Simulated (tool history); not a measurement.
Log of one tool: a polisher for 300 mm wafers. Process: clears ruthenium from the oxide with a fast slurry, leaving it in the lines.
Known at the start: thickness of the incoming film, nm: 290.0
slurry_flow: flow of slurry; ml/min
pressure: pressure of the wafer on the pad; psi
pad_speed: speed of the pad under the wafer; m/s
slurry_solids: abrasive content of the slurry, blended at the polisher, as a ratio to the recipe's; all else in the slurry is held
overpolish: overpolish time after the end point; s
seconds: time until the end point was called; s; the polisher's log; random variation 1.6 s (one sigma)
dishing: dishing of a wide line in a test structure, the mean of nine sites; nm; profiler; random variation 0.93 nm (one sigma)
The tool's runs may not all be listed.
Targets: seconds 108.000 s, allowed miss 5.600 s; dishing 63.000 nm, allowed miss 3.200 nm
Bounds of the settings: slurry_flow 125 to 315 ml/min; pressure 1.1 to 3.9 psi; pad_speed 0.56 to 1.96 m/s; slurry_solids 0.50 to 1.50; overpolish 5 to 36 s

run,hour,slurry_flow,pressure,pad_speed,slurry_solids,overpolish,seconds,dishing
1,0.0,205,2.5,1.26,1.00,18,55.281,66.393
2,8.3,205,2.5,1.16,1.00,18,59.819,63.497
3,14.2,205,2.1,1.14,1.00,21,70.237,61.664
4,22.9,205,1.8,1.12,1.00,24,80.567,63.348
5,23.4,205,1.6,1.10,1.00,26,88.786,61.281
6,24.5,205,1.6,1.10,1.00,20,87.058,51.080
7,33.2,205,1.4,1.10,1.00,23,95.386,51.935
8,40.4,205,1.3,1.08,1.00,26,103.310,54.828
9,47.7,205,1.3,1.08,1.00,28,103.530,56.898

4 next moves are on the table. One of them brings every result within its allowed miss. Which?
A,55.0,180,1.1,1.08,1.15,32,?,?
B,55.0,245,1.2,1.20,1.00,31,?,?
C,55.0,175,1.4,0.96,1.00,25,?,?
D,55.0,190,1.4,1.14,0.95,29,?,?

move,seconds,dishing
A,106.880,63.140
B,95.834,66.819
C,113.350,49.832
D,98.256,62.471
A: meets every target
B: takes the result that was furthest off past its target
C: further off than the last run
D: brings the result that was furthest off to its target, and leaves another outside
The right move is A.
